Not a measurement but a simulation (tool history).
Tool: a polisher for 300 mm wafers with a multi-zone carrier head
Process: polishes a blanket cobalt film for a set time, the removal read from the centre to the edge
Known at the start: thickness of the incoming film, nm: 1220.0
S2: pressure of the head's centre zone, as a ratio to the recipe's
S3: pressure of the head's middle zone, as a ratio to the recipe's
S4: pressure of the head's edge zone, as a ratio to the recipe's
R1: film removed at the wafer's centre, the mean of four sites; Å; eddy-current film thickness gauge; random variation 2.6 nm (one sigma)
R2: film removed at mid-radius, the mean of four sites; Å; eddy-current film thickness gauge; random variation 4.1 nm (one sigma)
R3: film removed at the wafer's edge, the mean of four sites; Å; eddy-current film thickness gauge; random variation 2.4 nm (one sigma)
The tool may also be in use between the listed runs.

Run 1, day 0.000: flow of slurry (ml/min) 265, S2 1.00, S3 1.00, S4 1.00, polishing time (s) 72. Result: R1 3028.0 Å, R2 3037.7 Å, R3 3054.8 Å.
Run 2, day 0.108: flow of slurry (ml/min) 300, S2 1.00, S3 1.00, S4 1.00, polishing time (s) 72. Result: R1 3113.0 Å, R2 3123.9 Å, R3 3104.5 Å.
Run 3, day 0.279: flow of slurry (ml/min) 325, S2 1.05, S3 0.99, S4 1.04, polishing time (s) 73. Result: R1 3330.3 Å, R2 3104.5 Å, R3 3210.3 Å.
Run 4, day 0.517: flow of slurry (ml/min) 385, S2 1.05, S3 0.99, S4 1.04, polishing time (s) 73. Result: R1 3376.0 Å, R2 3130.8 Å, R3 3247.8 Å.
Run 5, day 0.617: flow of slurry (ml/min) 350, S2 1.05, S3 0.99, S4 1.04, polishing time (s) 73. Result: R1 3334.7 Å, R2 3090.0 Å, R3 3272.2 Å.
Run 6, day 0.925: flow of slurry (ml/min) 350, S2 1.05, S3 0.99, S4 0.99, polishing time (s) 73. Result: R1 3385.7 Å, R2 3063.0 Å, R3 3164.8 Å.

Run 7 comes next. What will it give?
Run 7, day 1.029: flow of slurry (ml/min) 355, S2 1.09, S3 1.00, S4 1.02, polishing time (s) 74. Result: R1 ?, R2 ?, R3 ?.

Run 7 gave R1 3517.9 Å, R2 3172.0 Å, R3 3259.1 Å.

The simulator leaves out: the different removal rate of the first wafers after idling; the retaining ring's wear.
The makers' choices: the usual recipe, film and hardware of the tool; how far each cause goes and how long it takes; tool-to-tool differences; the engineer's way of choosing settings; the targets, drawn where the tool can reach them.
